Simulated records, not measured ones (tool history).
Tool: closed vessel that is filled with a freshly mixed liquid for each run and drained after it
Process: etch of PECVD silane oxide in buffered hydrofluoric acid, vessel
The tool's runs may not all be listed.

| run | hour | temperature setpoint of the liquid (C) | parts of 40 % ammonium fluoride to one part of 49 % hydrofluoric acid (parts by volume) | time in the liquid (s) | thickness taken off the PECVD silane oxide on a monitor wafer (angstrom) |
|---|---|---|---|---|---|
| 1 | 0 | 24 | 7.5 | 35 | 628.82 |
| 2 | 4.3 | 24 | 6 | 35 | 786.59 |
| 3 | 10.1 | 25 | 6 | 35 | 822.26 |
| 4 | 19.1 | 26 | 6 | 35 | 881.23 |
| 5 | 24.5 | 27.5 | 6 | 35 | 956.97 |
| 6 | 28.4 | 27.5 | 6 | 30 | 818.32 |

Forecast run 7:
| 7 | 36.7 | 28.5 | 6 | 30 | ? |

{"run 7": {"thickness taken off the PECVD silane oxide on a monitor wafer (angstrom)": 855.51}}

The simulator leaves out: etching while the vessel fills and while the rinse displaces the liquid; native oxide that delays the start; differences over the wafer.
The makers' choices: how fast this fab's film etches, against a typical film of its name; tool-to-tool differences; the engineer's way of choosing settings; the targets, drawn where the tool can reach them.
